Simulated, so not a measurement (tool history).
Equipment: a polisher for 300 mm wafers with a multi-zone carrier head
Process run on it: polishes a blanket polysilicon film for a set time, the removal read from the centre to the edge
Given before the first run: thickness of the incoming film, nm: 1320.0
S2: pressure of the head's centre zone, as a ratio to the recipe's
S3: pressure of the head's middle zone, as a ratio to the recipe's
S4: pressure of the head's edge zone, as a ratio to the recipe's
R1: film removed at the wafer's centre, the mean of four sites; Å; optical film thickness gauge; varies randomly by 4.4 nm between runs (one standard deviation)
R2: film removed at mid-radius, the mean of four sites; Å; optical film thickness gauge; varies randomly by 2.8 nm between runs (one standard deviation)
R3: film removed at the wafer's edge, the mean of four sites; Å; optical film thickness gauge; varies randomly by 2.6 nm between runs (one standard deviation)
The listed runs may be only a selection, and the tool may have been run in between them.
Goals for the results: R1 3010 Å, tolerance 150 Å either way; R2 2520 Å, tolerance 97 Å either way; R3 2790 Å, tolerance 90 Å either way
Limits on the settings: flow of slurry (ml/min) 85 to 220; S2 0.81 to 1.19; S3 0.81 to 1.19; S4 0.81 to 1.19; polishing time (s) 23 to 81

{"run": 1, "hour": 0.0, "flow of slurry (ml/min)": 140, "S2": 1, "S3": 1, "S4": 1, "polishing time (s)": 52, "R1": 4415.1, "R2": 4301.9, "R3": 4482.3}
{"run": 2, "hour": 7.1, "flow of slurry (ml/min)": 140, "S2": 1, "S3": 1, "S4": 1, "polishing time (s)": 57, "R1": 4952.2, "R2": 4834.7, "R3": 4827.8}
{"run": 3, "hour": 11.0, "flow of slurry (ml/min)": 105, "S2": 1, "S3": 1, "S4": 1, "polishing time (s)": 57, "R1": 4415.1, "R2": 4364.5, "R3": 4567.8}
{"run": 4, "hour": 15.7, "flow of slurry (ml/min)": 105, "S2": 1.02, "S3": 0.98, "S4": 0.96, "polishing time (s)": 51, "R1": 3999.8, "R2": 3933.9, "R3": 4034.7}
{"run": 5, "hour": 22.3, "flow of slurry (ml/min)": 105, "S2": 1.02, "S3": 0.98, "S4": 0.99, "polishing time (s)": 51, "R1": 4057.9, "R2": 3899.6, "R3": 4071.5}
{"run": 6, "hour": 23.3, "flow of slurry (ml/min)": 125, "S2": 1.02, "S3": 0.98, "S4": 0.99, "polishing time (s)": 51, "R1": 4298.8, "R2": 4107.1, "R3": 4228.6}
{"run": 7, "hour": 27.4, "flow of slurry (ml/min)": 120, "S2": 1.04, "S3": 0.95, "S4": 0.98, "polishing time (s)": 46, "R1": 3872.7, "R2": 3537.2, "R3": 3701.4}
{"run": 8, "hour": 31.1, "flow of slurry (ml/min)": 90, "S2": 1.03, "S3": 0.85, "S4": 0.88, "polishing time (s)": 36, "R1": 2729.8, "R2": 2283, "R3": 2603.9}
{"run": 9, "hour": 31.8, "flow of slurry (ml/min)": 100, "S2": 1.03, "S3": 0.85, "S4": 0.89, "polishing time (s)": 36, "R1": 2876.4, "R2": 2372.4, "R3": 2758.4}
{"run": 10, "hour": 39.1, "flow of slurry (ml/min)": 100, "S2": 1.03, "S3": 0.85, "S4": 0.89, "polishing time (s)": 36, "R1": 2870.3, "R2": 2414.1, "R3": 2699.9}
{"run": 11, "hour": 43.4, "flow of slurry (ml/min)": 100, "S2": 1.03, "S3": 0.85, "S4": 0.89, "polishing time (s)": 36, "R1": 2871.8, "R2": 2380.2, "R3": 2698.1}

5 candidate next runs follow, results not yet known. Just one meets every target within its allowed miss. Identify it.
{"run": "A", "hour": 47.7, "flow of slurry (ml/min)": 135, "S2": 1.1, "S3": 0.99, "S4": 0.88, "polishing time (s)": 32, "R1": "?", "R2": "?", "R3": "?"}
{"run": "B", "hour": 47.7, "flow of slurry (ml/min)": 85, "S2": 1.02, "S3": 0.81, "S4": 0.93, "polishing time (s)": 37, "R1": "?", "R2": "?", "R3": "?"}
{"run": "C", "hour": 47.7, "flow of slurry (ml/min)": 85, "S2": 0.88, "S3": 0.86, "S4": 0.85, "polishing time (s)": 41, "R1": "?", "R2": "?", "R3": "?"}
{"run": "D", "hour": 47.7, "flow of slurry (ml/min)": 115, "S2": 1.09, "S3": 0.91, "S4": 0.97, "polishing time (s)": 34, "R1": "?", "R2": "?", "R3": "?"}
{"run": "E", "hour": 47.7, "flow of slurry (ml/min)": 120, "S2": 1.12, "S3": 0.94, "S4": 0.89, "polishing time (s)": 32, "R1": "?", "R2": "?", "R3": "?"}

move=A R1=2997.3 R2=2639.6 R3=2534
move=B R1=2715.9 R2=2236.3 R3=2730.1
move=C R1=2594.3 R2=2604.9 R3=2901.7
move=D R1=3008.8 R2=2507.2 R3=2739.1
move=E R1=2950.2 R2=2453 R3=2496
A: pushes the last run's worst result past its target
B: its largest miss is bigger than the last run's
C: puts the biggest miss on target and leaves a different result outside tolerance
D: each result inside its tolerance
E: puts the biggest miss on target and leaves a different result outside tolerance
The move that meets every target is D.
